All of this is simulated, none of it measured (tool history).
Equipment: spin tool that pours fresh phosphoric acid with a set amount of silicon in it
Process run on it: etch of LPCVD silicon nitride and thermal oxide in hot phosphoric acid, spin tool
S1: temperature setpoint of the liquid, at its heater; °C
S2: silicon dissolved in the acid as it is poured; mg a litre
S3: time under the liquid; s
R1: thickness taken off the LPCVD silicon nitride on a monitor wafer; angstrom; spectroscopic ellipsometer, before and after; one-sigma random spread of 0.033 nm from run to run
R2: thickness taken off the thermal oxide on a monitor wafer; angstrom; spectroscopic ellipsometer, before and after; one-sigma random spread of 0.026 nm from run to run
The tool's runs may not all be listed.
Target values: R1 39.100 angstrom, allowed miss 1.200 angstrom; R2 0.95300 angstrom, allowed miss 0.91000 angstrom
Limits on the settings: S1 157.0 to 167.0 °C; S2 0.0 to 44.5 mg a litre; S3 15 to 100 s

run 1 day=0.000 | S1=162.0 S2=19.5 S3=50 | R1=52.732 R2=1.45500
run 2 day=0.346 | S1=162.0 S2=9.5 S3=50 | R1=53.808 R2=1.36880
run 3 day=0.521 | S1=162.0 S2=14.5 S3=50 | R1=52.861 R2=0.93053
run 4 day=0.833 | S1=162.0 S2=4.5 S3=50 | R1=53.163 R2=2.25730
run 5 day=1.025 | S1=161.0 S2=7.0 S3=45 | R1=46.371 R2=2.06310
run 6 day=1.396 | S1=159.5 S2=7.0 S3=45 | R1=43.489 R2=0.71955
-- day=1.550 dissolved silicon flow meter replaced
run 7 day=1.550 | S1=159.5 S2=5.0 S3=45 | R1=44.459 R2=1.17320
run 8 day=1.725 | S1=159.0 S2=4.5 S3=45 | R1=43.205 R2=0.58667
run 9 day=2.008 | S1=159.0 S2=3.5 S3=45 | R1=42.766 R2=1.23660
run 10 day=2.375 | S1=158.5 S2=3.0 S3=45 | R1=42.394 R2=0.79362
run 11 day=2.579 | S1=158.5 S2=2.0 S3=45 | R1=42.099 R2=1.42610
run 12 day=2.792 | S1=158.0 S2=2.5 S3=45 | R1=41.843 R2=1.56470
run 13 day=3.117 | S1=158.0 S2=4.5 S3=45 | R1=41.957 R2=1.48140
run 14 day=3.467 | S1=158.5 S2=4.0 S3=45 | R1=42.589 R2=1.01340
run 15 day=3.812 | S1=158.0 S2=3.0 S3=45 | R1=42.008 R2=1.37640
run 16 day=3.833 | S1=158.0 S2=4.5 S3=45 | R1=41.593 R2=1.25470
run 17 day=4.062 | S1=157.0 S2=9.5 S3=45 | R1=40.248 R2=0.74536
run 18 day=4.338 | S1=157.0 S2=8.0 S3=45 | R1=40.135 R2=0.29776
run 19 day=4.500 | S1=157.0 S2=5.5 S3=45 | R1=39.903 R2=1.11280
run 20 day=4.850 | S1=157.0 S2=6.0 S3=45 | R1=39.535 R2=0.69113
run 21 day=5.208 | S1=157.0 S2=0.0 S3=45 | R1=40.399 R2=1.58760
run 22 day=5.417 | S1=157.0 S2=1.5 S3=45 | R1=40.429 R2=1.05000
run 23 day=5.529 | S1=157.0 S2=2.0 S3=45 | R1=40.427 R2=1.20440
run 24 day=5.858 | S1=157.0 S2=2.5 S3=45 | R1=40.505 R2=1.33640
run 25 day=6.188 | S1=157.0 S2=3.5 S3=45 | R1=40.693 R2=0.75356
run 26 day=6.412 | S1=157.0 S2=2.5 S3=45 | R1=41.070 R2=1.07440

Which of these 4 next moves meets every target?
run A day=6.638 | S1=157.0 S2=0.0 S3=50 | R1=? R2=?
run B day=6.638 | S1=157.5 S2=9.5 S3=45 | R1=? R2=?
run C day=6.638 | S1=157.5 S2=0.0 S3=45 | R1=? R2=?
run D day=6.638 | S1=159.5 S2=5.0 S3=40 | R1=? R2=?

move=A R1=45.031 R2=1.11920
move=B R1=41.224 R2=0.86517
move=C R1=41.224 R2=1.04580
move=D R1=39.207 R2=0.98111
A: moves away from the targets compared with the last run
B: moves away from the targets compared with the last run
C: moves away from the targets compared with the last run
D: meets every target
Go with D: it meets all targets.
